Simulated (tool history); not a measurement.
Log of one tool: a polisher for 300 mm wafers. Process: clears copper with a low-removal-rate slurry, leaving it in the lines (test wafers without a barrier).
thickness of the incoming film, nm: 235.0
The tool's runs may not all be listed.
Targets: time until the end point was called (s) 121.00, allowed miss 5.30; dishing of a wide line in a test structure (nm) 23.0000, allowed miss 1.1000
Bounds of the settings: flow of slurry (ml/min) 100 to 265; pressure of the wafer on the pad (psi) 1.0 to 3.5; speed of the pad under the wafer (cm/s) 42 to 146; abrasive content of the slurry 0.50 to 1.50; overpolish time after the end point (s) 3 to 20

run,day,flow of slurry (ml/min),pressure of the wafer on the pad (psi),speed of the pad under the wafer (cm/s),abrasive content of the slurry,overpolish time after the end point (s),time until the end point was called (s),dishing of a wide line in a test structure (nm)
1,0.000,170,2.2,94,1.00,10,137.60,12.0440
2,0.358,170,2.2,94,1.00,6,138.23,7.6289
3,0.467,205,2.2,94,1.00,6,130.51,7.7771
4,0.712,190,2.3,94,1.00,8,130.17,10.6850
# day 1.054: worn pad replaced by a new one
5,1.054,190,2.3,94,1.00,12,113.93,17.1570
6,1.254,180,2.3,94,1.00,13,118.82,18.3560
7,1.479,175,2.3,94,1.00,13,117.21,18.5430
8,1.542,165,2.3,94,1.00,13,118.13,18.7980
9,1.583,150,2.3,94,1.00,16,123.22,21.5740

Which of these 4 next moves meets every target?
A,1.625,150,2.1,98,0.95,18,?,?
B,1.625,145,2.1,108,0.95,17,?,?
C,1.625,135,2.7,82,0.90,15,?,?
D,1.625,150,2.3,96,1.00,15,?,?

move,time until the end point was called (s),dishing of a wide line in a test structure (nm)
A,129.29,23.0490
B,119.84,23.4400
C,120.57,20.9690
D,119.54,21.0430
A: brings the result that was furthest off to its target, and leaves another outside
B: meets every target
C: further off than the last run
D: further off than the last run
The right move is B.
